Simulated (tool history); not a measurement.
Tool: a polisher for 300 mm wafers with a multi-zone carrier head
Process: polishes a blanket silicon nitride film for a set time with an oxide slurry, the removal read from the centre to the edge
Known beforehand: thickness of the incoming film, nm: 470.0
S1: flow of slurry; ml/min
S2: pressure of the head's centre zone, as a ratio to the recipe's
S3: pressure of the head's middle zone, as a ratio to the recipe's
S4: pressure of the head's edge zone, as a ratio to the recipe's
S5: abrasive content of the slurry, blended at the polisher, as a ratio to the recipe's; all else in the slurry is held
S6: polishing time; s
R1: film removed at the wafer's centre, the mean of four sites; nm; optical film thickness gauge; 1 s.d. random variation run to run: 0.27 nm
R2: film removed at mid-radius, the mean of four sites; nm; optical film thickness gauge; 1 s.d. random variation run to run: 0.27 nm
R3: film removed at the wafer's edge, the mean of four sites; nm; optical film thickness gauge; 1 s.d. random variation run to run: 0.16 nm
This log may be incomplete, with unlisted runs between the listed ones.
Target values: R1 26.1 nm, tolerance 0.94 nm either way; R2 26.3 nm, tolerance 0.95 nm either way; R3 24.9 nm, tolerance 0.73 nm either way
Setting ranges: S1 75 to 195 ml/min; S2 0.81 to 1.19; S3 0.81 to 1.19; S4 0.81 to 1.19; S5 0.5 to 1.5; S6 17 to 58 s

Run 1, hour 0: S1 125 ml/min, S2 1, S3 1, S4 1, S5 1, S6 37 s. Result: R1 26.036 nm, R2 26.519 nm, R3 28.143 nm.
Run 2, hour 8.2: S1 145 ml/min, S2 1, S3 1, S4 1, S5 1, S6 37 s. Result: R1 27.332 nm, R2 28.052 nm, R3 28.697 nm.
Run 3, hour 15.7: S1 140 ml/min, S2 1.01, S3 1.01, S4 0.96, S5 1, S6 37 s. Result: R1 27.259 nm, R2 28.13 nm, R3 27.763 nm.
Run 4, hour 22.9: S1 140 ml/min, S2 0.93, S3 1.01, S4 0.96, S5 1, S6 37 s. Result: R1 25.311 nm, R2 28.378 nm, R3 27.81 nm.
Run 5, hour 27.1: S1 140 ml/min, S2 0.93, S3 1.01, S4 0.96, S5 0.85, S6 37 s. Result: R1 22.552 nm, R2 24.787 nm, R3 24.734 nm.
Run 6, hour 35.2: S1 145 ml/min, S2 0.95, S3 1.01, S4 0.95, S5 0.85, S6 37 s. Result: R1 22.981 nm, R2 25.614 nm, R3 24.703 nm.
Run 7, hour 41.1: S1 150 ml/min, S2 0.97, S3 1, S4 0.95, S5 0.85, S6 37 s. Result: R1 23.73 nm, R2 25.56 nm, R3 24.916 nm.
Run 8, hour 41.8: S1 155 ml/min, S2 0.99, S3 1, S4 0.94, S5 0.85, S6 37 s. Result: R1 23.874 nm, R2 25.348 nm, R3 24.831 nm.
Run 9, hour 48.4: S1 160 ml/min, S2 1.01, S3 1, S4 0.93, S5 0.85, S6 37 s. Result: R1 24.393 nm, R2 24.908 nm, R3 24.63 nm.

Exactly one of the 4 candidate moves below puts every result within its allowed miss. Which one?
Run A, hour 55: S1 155 ml/min, S2 0.99, S3 0.96, S4 0.99, S5 0.85, S6 40 s. Result: R1 ?, R2 ?, R3 ?.
Run B, hour 55: S1 165 ml/min, S2 0.99, S3 1.07, S4 1, S5 0.8, S6 38 s. Result: R1 ?, R2 ?, R3 ?.
Run C, hour 55: S1 140 ml/min, S2 0.91, S3 0.85, S4 0.98, S5 0.8, S6 43 s. Result: R1 ?, R2 ?, R3 ?.
Run D, hour 55: S1 160 ml/min, S2 1.01, S3 0.98, S4 0.85, S5 1.05, S6 33 s. Result: R1 ?, R2 ?, R3 ?.

move      R1      R2      R3
   A  25.987  26.016  27.552
   B  23.719  25.968  25.093
   C  23.875  23.464  27.549
   D  25.715  25.687  24.862
A: gets the furthest-off result to its target, but another result is out of tolerance
B: lands further from the targets than the last run did
C: lands further from the targets than the last run did
D: hits every target within its allowed miss
D meets every target.
